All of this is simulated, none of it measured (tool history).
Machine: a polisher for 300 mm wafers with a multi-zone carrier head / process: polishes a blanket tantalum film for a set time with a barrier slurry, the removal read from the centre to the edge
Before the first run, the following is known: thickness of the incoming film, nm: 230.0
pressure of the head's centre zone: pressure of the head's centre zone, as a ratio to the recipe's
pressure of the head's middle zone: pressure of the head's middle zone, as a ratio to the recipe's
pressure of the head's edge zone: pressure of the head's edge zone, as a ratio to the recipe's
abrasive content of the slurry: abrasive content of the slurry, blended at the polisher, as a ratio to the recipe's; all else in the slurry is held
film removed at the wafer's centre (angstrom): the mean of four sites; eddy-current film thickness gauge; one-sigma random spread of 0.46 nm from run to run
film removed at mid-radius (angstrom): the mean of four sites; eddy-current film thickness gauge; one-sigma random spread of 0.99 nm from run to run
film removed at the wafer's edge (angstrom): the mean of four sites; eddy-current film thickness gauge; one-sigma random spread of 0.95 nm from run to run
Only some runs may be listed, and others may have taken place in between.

| run | hour | flow of slurry (ml/min) | pressure of the head's centre zone | pressure of the head's middle zone | pressure of the head's edge zone | abrasive content of the slurry | polishing time (s) | film removed at the wafer's centre (angstrom) | film removed at mid-radius (angstrom) | film removed at the wafer's edge (angstrom) |
|---|---|---|---|---|---|---|---|---|---|---|
| 1 | 0.0 | 210 | 1.00 | 1.00 | 1.00 | 1.00 | 38 | 490.43 | 498.27 | 474.18 |
| 2 | 2.4 | 210 | 1.00 | 1.00 | 1.00 | 1.10 | 38 | 513.41 | 508.92 | 498.16 |
| 3 | 9.4 | 220 | 0.96 | 1.06 | 1.02 | 1.25 | 40 | 552.33 | 593.26 | 547.47 |
| 4 | 11.2 | 220 | 0.96 | 1.00 | 1.02 | 1.25 | 40 | 540.75 | 573.99 | 553.65 |
| 5 | 15.3 | 220 | 0.96 | 1.00 | 1.02 | 1.25 | 36 | 495.20 | 510.68 | 500.07 |
| 6 | 16.5 | 220 | 0.91 | 1.00 | 1.02 | 1.25 | 36 | 468.05 | 514.78 | 493.28 |
| 7 | 22.1 | 225 | 0.90 | 1.04 | 1.05 | 1.35 | 39 | 516.74 | 587.89 | 544.35 |
| 8 | 23.9 | 225 | 0.88 | 1.04 | 1.07 | 1.40 | 42 | 563.33 | 652.22 | 597.03 |
| 9 | 25.8 | 230 | 0.86 | 1.04 | 1.10 | 1.45 | 43 | 570.60 | 643.95 | 651.95 |

The next listed run, before its measurement:
| 10 | 34.2 | 240 | 0.85 | 1.08 | 1.11 | 1.45 | 44 | ? | ? | ? |

film removed at the wafer's centre (angstrom): 572.69
film removed at mid-radius (angstrom): 686.81
film removed at the wafer's edge (angstrom): 667.10
